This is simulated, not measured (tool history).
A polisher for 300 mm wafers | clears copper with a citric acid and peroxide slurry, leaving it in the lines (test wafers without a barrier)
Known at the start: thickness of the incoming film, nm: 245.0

run  hour  flow of slurry (ml/min)  pressure of the wafer on the pad (kPa)  speed of the pad under the wafer (m/s)  abrasive content of the slurry  overpolish time after the end point (s)  time until the end point was called (s)  dishing of a wide line in a test structure (nm)
  1   0.0                      165                                    20.0                                    1.42                            1.00                                       10                                   86.123                                           20.309
  2   5.3                      145                                    20.0                                    1.42                            1.00                                       10                                   87.233                                           19.972
  3  10.5                      145                                    20.0                                    1.42                            0.80                                       10                                   93.606                                           18.771
  4  16.0                      145                                    20.0                                    1.42                            0.75                                       10                                   91.632                                           19.167
  5  17.9                      120                                    20.0                                    1.42                            0.75                                       10                                   99.407                                           17.884
  6  23.9                      120                                    20.0                                    1.42                            0.75                                        7                                   97.290                                           13.063
  7  32.8                      125                                    21.4                                    1.42                            0.75                                        8                                   87.817                                           16.113
  8  36.9                      135                                    22.1                                    1.42                            0.75                                        9                                   84.985                                           18.163
  9  43.5                      140                                    22.8                                    1.44                            0.75                                       10                                   83.322                                           21.389
 10  50.2                      150                                    23.4                                    1.44                            0.75                                       10                                   82.391                                           22.160
 11  58.6                      150                                    24.8                                    1.44                            0.75                                       10                                   74.521                                           23.536
 12  66.3                      155                                    25.5                                    1.44                            0.75                                       10                                   69.703                                           23.079

Run 13 comes next. What will it give?
 13  70.6                      155                                    25.5                                    1.46                            0.75                                       11                                        ?                                                ?

{"run 13": {"time until the end point was called (s)": 71.111, "dishing of a wide line in a test structure (nm)": 26.597}}
